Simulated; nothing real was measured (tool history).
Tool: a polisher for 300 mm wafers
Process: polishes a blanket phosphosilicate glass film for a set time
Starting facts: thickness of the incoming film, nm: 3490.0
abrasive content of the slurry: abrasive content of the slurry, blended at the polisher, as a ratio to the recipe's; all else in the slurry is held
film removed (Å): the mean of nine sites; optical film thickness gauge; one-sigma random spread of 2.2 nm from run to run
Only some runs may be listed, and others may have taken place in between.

| run | hour | flow of slurry (ml/min) | pressure of the wafer on the pad (psi) | speed of the pad under the wafer (cm/s) | abrasive content of the slurry | polishing time (s) | film removed (Å) |
|---|---|---|---|---|---|---|---|
| 1 | 0.0 | 265 | 3.1 | 126 | 1.00 | 41 | 3371.9 |
| 2 | 3.7 | 265 | 3.5 | 126 | 1.00 | 41 | 3769.9 |
| 3 | 10.4 | 265 | 3.3 | 124 | 1.00 | 41 | 3579.9 |
| 4 | 15.3 | 265 | 3.3 | 124 | 0.85 | 41 | 3324.9 |
| 5 | 22.8 | 265 | 3.3 | 140 | 0.85 | 41 | 3585.7 |
| 6 | 31.3 | 265 | 3.3 | 140 | 1.00 | 41 | 3950.1 |
| 7 | 33.1 | 265 | 3.3 | 140 | 1.00 | 41 | 3900.2 |
| 8 | 38.4 | 265 | 2.4 | 116 | 1.00 | 41 | 2492.7 |

Estimate the outcome of run 9 from the log above:
| 9 | 44.7 | 265 | 2.3 | 116 | 1.00 | 41 | ? |

{"run 9": {"film removed (Å)": 2406.5}}
